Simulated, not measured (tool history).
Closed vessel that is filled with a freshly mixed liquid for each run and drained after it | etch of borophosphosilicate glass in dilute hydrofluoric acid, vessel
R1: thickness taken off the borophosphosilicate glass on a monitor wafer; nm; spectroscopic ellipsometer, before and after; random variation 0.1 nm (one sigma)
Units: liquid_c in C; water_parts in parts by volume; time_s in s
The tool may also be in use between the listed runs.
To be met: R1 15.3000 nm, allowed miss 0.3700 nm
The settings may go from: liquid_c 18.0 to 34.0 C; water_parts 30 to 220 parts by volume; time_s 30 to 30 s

run 1 day=0.000 | liquid_c=26.0 water_parts=125 time_s=30 | R1=10.0570
run 2 day=0.133 | liquid_c=26.0 water_parts=125 time_s=30 | R1=9.9884
run 3 day=0.325 | liquid_c=27.5 water_parts=120 time_s=30 | R1=10.9660
run 4 day=0.554 | liquid_c=28.5 water_parts=115 time_s=30 | R1=11.9930
run 5 day=0.654 | liquid_c=29.5 water_parts=115 time_s=30 | R1=12.4360
run 6 day=0.983 | liquid_c=30.5 water_parts=115 time_s=30 | R1=12.9970
run 7 day=1.125 | liquid_c=31.0 water_parts=115 time_s=30 | R1=13.3160
run 8 day=1.446 | liquid_c=31.0 water_parts=115 time_s=30 | R1=13.2740
run 9 day=1.671 | liquid_c=31.5 water_parts=115 time_s=30 | R1=13.4500
run 10 day=1.788 | liquid_c=32.0 water_parts=115 time_s=30 | R1=13.5260
run 11 day=2.112 | liquid_c=34.0 water_parts=105 time_s=30 | R1=16.2730
run 12 day=2.375 | liquid_c=34.0 water_parts=105 time_s=30 | R1=16.5220

Which of these 4 next moves meets every target?
run A day=2.638 | liquid_c=31.0 water_parts=95 time_s=30 | R1=?
run B day=2.638 | liquid_c=33.5 water_parts=115 time_s=30 | R1=?
run C day=2.638 | liquid_c=32.0 water_parts=110 time_s=30 | R1=?
run D day=2.638 | liquid_c=33.5 water_parts=110 time_s=30 | R1=?

move=A R1=16.4450
move=B R1=14.4510
move=C R1=14.4170
move=D R1=15.2220
A: nearer than the last run, and not there yet
B: takes the result that was furthest off past its target
C: takes the result that was furthest off past its target
D: meets every target
The right move is D.
